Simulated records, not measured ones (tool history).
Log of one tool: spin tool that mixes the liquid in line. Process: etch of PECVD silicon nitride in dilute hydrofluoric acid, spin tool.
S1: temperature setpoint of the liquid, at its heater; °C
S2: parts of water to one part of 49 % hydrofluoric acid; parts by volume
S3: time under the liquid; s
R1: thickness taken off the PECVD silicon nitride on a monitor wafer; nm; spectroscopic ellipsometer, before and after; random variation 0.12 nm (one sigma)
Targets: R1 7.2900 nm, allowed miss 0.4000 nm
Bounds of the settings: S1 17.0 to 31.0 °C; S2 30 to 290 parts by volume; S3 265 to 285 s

{"run": 1, "hour": 0.0, "S1": 23.0, "S2": 160, "S3": 265, "R1": 3.2113}
{"run": 2, "hour": 0.9, "S1": 23.0, "S2": 185, "S3": 265, "R1": 2.8511}
{"run": 3, "hour": 4.7, "S1": 24.0, "S2": 170, "S3": 265, "R1": 3.2715}
{"run": 4, "hour": 8.5, "S1": 25.0, "S2": 160, "S3": 265, "R1": 3.6915}
{"run": 5, "hour": 14.9, "S1": 26.0, "S2": 150, "S3": 265, "R1": 4.3348}
{"run": 6, "hour": 23.6, "S1": 23.5, "S2": 150, "S3": 265, "R1": 3.5845}
{"run": 7, "hour": 26.4, "S1": 24.5, "S2": 145, "S3": 265, "R1": 3.9262}
{"run": 8, "hour": 33.4, "S1": 25.5, "S2": 140, "S3": 265, "R1": 4.2654}
{"run": 9, "hour": 39.1, "S1": 26.0, "S2": 135, "S3": 265, "R1": 4.7379}
{"run": 10, "hour": 43.0, "S1": 26.5, "S2": 135, "S3": 265, "R1": 4.8082}
{"run": 11, "hour": 47.5, "S1": 30.5, "S2": 100, "S3": 265, "R1": 8.2878}
{"run": 12, "hour": 48.7, "S1": 29.5, "S2": 100, "S3": 265, "R1": 7.9051}

Which of these 5 next moves meets every target?
{"run": "A", "hour": 49.9, "S1": 29.5, "S2": 100, "S3": 270, "R1": "?"}
{"run": "B", "hour": 49.9, "S1": 30.5, "S2": 100, "S3": 265, "R1": "?"}
{"run": "C", "hour": 49.9, "S1": 29.0, "S2": 95, "S3": 265, "R1": "?"}
{"run": "D", "hour": 49.9, "S1": 28.0, "S2": 85, "S3": 265, "R1": "?"}
{"run": "E", "hour": 49.9, "S1": 27.5, "S2": 105, "S3": 285, "R1": "?"}

move=A R1=8.1570
move=B R1=8.5181
move=C R1=8.1713
move=D R1=8.5772
move=E R1=7.2317
A: further off than the last run
B: further off than the last run
C: further off than the last run
D: further off than the last run
E: meets every target
Answer: E
